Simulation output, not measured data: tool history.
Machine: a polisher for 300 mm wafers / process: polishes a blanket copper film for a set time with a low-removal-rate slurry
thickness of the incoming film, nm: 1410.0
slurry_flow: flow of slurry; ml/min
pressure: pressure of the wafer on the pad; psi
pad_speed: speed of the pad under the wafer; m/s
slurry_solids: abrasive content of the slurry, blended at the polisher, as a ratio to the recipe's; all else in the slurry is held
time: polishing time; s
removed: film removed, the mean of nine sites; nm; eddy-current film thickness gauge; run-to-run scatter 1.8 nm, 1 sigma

| run | hour | slurry_flow | pressure | pad_speed | slurry_solids | time | removed |
|---|---|---|---|---|---|---|---|
| 1 | 0.0 | 280 | 2.5 | 1.30 | 1.0 | 28 | 111.86 |
| 2 | 6.1 | 280 | 2.7 | 1.30 | 1.0 | 28 | 118.74 |
| 3 | 8.3 | 280 | 2.8 | 1.32 | 1.0 | 28 | 123.57 |
| 4 | 17.1 | 280 | 2.8 | 1.06 | 1.0 | 28 | 99.60 |
| 5 | 24.1 | 280 | 2.9 | 1.10 | 1.0 | 28 | 106.18 |
| 6 | 31.2 | 280 | 3.0 | 1.14 | 1.0 | 28 | 111.06 |
| 7 | 36.5 | 280 | 3.1 | 1.18 | 1.0 | 28 | 118.04 |
| 8 | 45.0 | 290 | 3.8 | 1.48 | 1.0 | 28 | 176.68 |

Forecast run 9:
| 9 | 47.3 | 290 | 3.8 | 1.50 | 1.0 | 28 | ? |

Run 9 measured removed 176.80 nm.
